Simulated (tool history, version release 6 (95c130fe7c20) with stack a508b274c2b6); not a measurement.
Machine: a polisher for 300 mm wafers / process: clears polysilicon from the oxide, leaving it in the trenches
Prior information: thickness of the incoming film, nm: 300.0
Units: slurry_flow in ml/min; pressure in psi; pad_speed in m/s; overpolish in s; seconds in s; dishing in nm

Run 1, hour 0: slurry_flow 275 ml/min, pressure 2.9 psi, pad_speed 1.06 m/s, overpolish 15 s. Result: seconds 18.21 s, dishing 86.23 nm.
Run 2, hour 7.3: slurry_flow 275 ml/min, pressure 3.3 psi, pad_speed 1.06 m/s, overpolish 15 s. Result: seconds 16.157 s, dishing 85.865 nm.
Run 3, hour 13.5: slurry_flow 275 ml/min, pressure 2.7 psi, pad_speed 1.02 m/s, overpolish 14 s. Result: seconds 20.559 s, dishing 81.678 nm.
Run 4, hour 18.3: slurry_flow 275 ml/min, pressure 2.7 psi, pad_speed 1.02 m/s, overpolish 18 s. Result: seconds 20.104 s, dishing 89.591 nm.
Run 5, hour 22.7: slurry_flow 275 ml/min, pressure 2.7 psi, pad_speed 1.02 m/s, overpolish 21 s. Result: seconds 19.607 s, dishing 86.881 nm.
Run 6, hour 25: slurry_flow 275 ml/min, pressure 2.9 psi, pad_speed 1.02 m/s, overpolish 21 s. Result: seconds 19.299 s, dishing 87.441 nm.
Run 7, hour 31.8: slurry_flow 275 ml/min, pressure 2.5 psi, pad_speed 0.96 m/s, overpolish 18 s. Result: seconds 22.202 s, dishing 84.314 nm.
Run 8, hour 39: slurry_flow 270 ml/min, pressure 1.7 psi, pad_speed 0.82 m/s, overpolish 12 s. Result: seconds 36.742 s, dishing 60.48 nm.

Run 9, settings as shown, results not yet in. Your forecast:
Run 9, hour 42.2: slurry_flow 270 ml/min, pressure 1.8 psi, pad_speed 0.82 m/s, overpolish 16 s. Result: seconds ?, dishing ?.

seconds: 36.084 s
dishing: 70.756 nm
